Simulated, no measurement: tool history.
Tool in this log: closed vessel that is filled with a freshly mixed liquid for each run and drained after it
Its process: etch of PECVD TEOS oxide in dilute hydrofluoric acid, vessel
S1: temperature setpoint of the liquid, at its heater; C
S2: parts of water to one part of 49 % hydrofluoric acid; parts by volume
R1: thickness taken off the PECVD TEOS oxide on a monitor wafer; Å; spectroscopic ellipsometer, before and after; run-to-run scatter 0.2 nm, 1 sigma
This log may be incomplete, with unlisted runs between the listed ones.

{"run": 1, "hour": 0.0, "S1": 24, "S2": 75, "time in the liquid (s)": 95, "R1": 173.38}
{"run": 2, "hour": 2.9, "S1": 21, "S2": 75, "time in the liquid (s)": 95, "R1": 150.43}
{"run": 3, "hour": 7.1, "S1": 23.5, "S2": 75, "time in the liquid (s)": 95, "R1": 170.54}
{"run": 4, "hour": 13.7, "S1": 25.5, "S2": 75, "time in the liquid (s)": 95, "R1": 184.59}
{"run": 5, "hour": 16.9, "S1": 27, "S2": 75, "time in the liquid (s)": 95, "R1": 198.28}
{"run": 6, "hour": 25.0, "S1": 27, "S2": 95, "time in the liquid (s)": 95, "R1": 152.27}
{"run": 7, "hour": 32.9, "S1": 28, "S2": 90, "time in the liquid (s)": 95, "R1": 165.07}
{"run": 8, "hour": 40.8, "S1": 29, "S2": 85, "time in the liquid (s)": 95, "R1": 186.3}
{"hour": 48.5, "done": "thermometer replaced"}
{"run": 9, "hour": 48.5, "S1": 29.5, "S2": 80, "time in the liquid (s)": 95, "R1": 222.88}
{"run": 10, "hour": 50.6, "S1": 30, "S2": 80, "time in the liquid (s)": 95, "R1": 224.62}

What will run 11 give?
{"run": 11, "hour": 58.4, "S1": 30.5, "S2": 80, "time in the liquid (s)": 95, "R1": "?"}

R1: 233.08 Å
